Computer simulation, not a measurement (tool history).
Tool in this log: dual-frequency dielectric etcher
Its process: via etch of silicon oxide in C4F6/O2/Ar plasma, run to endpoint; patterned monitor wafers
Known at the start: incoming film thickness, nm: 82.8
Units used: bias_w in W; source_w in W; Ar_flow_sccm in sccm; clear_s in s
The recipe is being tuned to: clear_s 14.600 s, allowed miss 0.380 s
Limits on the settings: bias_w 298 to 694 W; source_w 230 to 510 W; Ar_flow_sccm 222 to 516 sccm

run	hour	bias_w	source_w	Ar_flow_sccm	clear_s
1	0.0	496	370	369	17.213
2	0.9	538	370	369	16.902
3	6.6	538	370	313	16.569
4	12.0	625	370	313	15.486
5	19.5	634	370	312	15.504
6	28.3	566	370	312	16.273
7	36.7	582	380	311	15.472
8	42.5	591	380	311	15.525
9	43.9	600	380	311	15.554
10	49.4	610	380	311	15.515

Which single option among these 4 for the next run brings every result within its allowed miss of target? Just one does.
A	54.9	610	290	252	?
B	54.9	609	390	305	?
C	54.9	547	430	316	?
D	54.9	646	390	267	?

move	clear_s
A	16.121
B	15.117
C	15.321
D	14.452
A: further off than the last run
B: moves toward the targets from the last run without getting all of them in spec
C: moves toward the targets from the last run without getting all of them in spec
D: in spec on every target
Answer: D

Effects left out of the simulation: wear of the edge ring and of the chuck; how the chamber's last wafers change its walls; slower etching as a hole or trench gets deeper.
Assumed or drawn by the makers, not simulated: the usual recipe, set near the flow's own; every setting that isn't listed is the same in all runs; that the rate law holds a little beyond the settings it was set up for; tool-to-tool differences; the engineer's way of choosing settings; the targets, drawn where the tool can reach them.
